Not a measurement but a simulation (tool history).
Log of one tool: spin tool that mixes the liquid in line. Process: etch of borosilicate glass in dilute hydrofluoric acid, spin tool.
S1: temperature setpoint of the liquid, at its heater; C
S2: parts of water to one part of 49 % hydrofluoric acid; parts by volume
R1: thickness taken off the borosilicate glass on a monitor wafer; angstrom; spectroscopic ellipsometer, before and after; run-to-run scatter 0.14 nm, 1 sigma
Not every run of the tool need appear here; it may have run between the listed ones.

{"run": 1, "hour": 0.0, "S1": 24, "S2": 280, "time under the liquid (s)": 55, "R1": 83.665}
{"run": 2, "hour": 0.8, "S1": 26, "S2": 255, "time under the liquid (s)": 55, "R1": 100.98}
{"run": 3, "hour": 3.7, "S1": 26, "S2": 255, "time under the liquid (s)": 55, "R1": 100.7}
{"run": 4, "hour": 10.1, "S1": 24, "S2": 255, "time under the liquid (s)": 55, "R1": 92.444}
{"run": 5, "hour": 11.6, "S1": 26, "S2": 235, "time under the liquid (s)": 55, "R1": 111.81}
{"run": 6, "hour": 19.2, "S1": 27.5, "S2": 225, "time under the liquid (s)": 55, "R1": 124.29}
{"run": 7, "hour": 23.1, "S1": 28.5, "S2": 220, "time under the liquid (s)": 55, "R1": 132.84}

What does the tool deliver on the next run?
{"run": 8, "hour": 24.3, "S1": 32, "S2": 195, "time under the liquid (s)": 55, "R1": "?"}

R1: 173.25 angstrom
